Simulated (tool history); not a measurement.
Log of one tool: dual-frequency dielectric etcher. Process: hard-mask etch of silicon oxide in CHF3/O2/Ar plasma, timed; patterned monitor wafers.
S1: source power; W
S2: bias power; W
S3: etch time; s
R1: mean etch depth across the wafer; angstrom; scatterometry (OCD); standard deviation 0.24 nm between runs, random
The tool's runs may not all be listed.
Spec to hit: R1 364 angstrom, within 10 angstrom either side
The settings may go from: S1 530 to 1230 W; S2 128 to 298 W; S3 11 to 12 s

Run 1, hour 0: S1 880 W, S2 213 W, S3 12 s. Result: R1 305.97 angstrom.
Run 2, hour 4.3: S1 770 W, S2 213 W, S3 12 s. Result: R1 293.18 angstrom.
Run 3, hour 9.9: S1 620 W, S2 213 W, S3 12 s. Result: R1 271.02 angstrom.
Run 4, hour 13.2: S1 670 W, S2 217 W, S3 12 s. Result: R1 283.77 angstrom.
Run 5, hour 17.5: S1 720 W, S2 221 W, S3 12 s. Result: R1 291.75 angstrom.
Run 6, hour 20.4: S1 760 W, S2 224 W, S3 12 s. Result: R1 298.66 angstrom.
Run 7, hour 29.1: S1 800 W, S2 227 W, S3 12 s. Result: R1 306.51 angstrom.
Run 8, hour 36.9: S1 830 W, S2 229 W, S3 12 s. Result: R1 311.3 angstrom.
Run 9, hour 41.5: S1 860 W, S2 231 W, S3 12 s. Result: R1 318.63 angstrom.
Run 10, hour 44.8: S1 860 W, S2 231 W, S3 12 s. Result: R1 313.73 angstrom.
Run 11, hour 53: S1 890 W, S2 234 W, S3 12 s. Result: R1 318.13 angstrom.
Run 12, hour 61.3: S1 920 W, S2 237 W, S3 12 s. Result: R1 328.33 angstrom.
Run 13, hour 68.2: S1 940 W, S2 239 W, S3 12 s. Result: R1 329.31 angstrom.

Next run, 5 choices. One meets every target within its allowed miss, the rest don't. Which?
Run A, hour 75.1: S1 980 W, S2 245 W, S3 12 s. Result: R1 ?.
Run B, hour 75.1: S1 1070 W, S2 262 W, S3 12 s. Result: R1 ?.
Run C, hour 75.1: S1 980 W, S2 259 W, S3 11.5 s. Result: R1 ?.
Run D, hour 75.1: S1 1040 W, S2 259 W, S3 11.5 s. Result: R1 ?.
Run E, hour 75.1: S1 890 W, S2 270 W, S3 12 s. Result: R1 ?.

move      R1
   A   337.9
   B  358.46
   C   331.3
   D  338.43
   E  339.82
A: closer than the last run, but not yet in spec
B: every result lands within tolerance
C: closer than the last run, but not yet in spec
D: closer than the last run, but not yet in spec
E: closer than the last run, but not yet in spec
So the answer is move B, the one that meets all the targets.
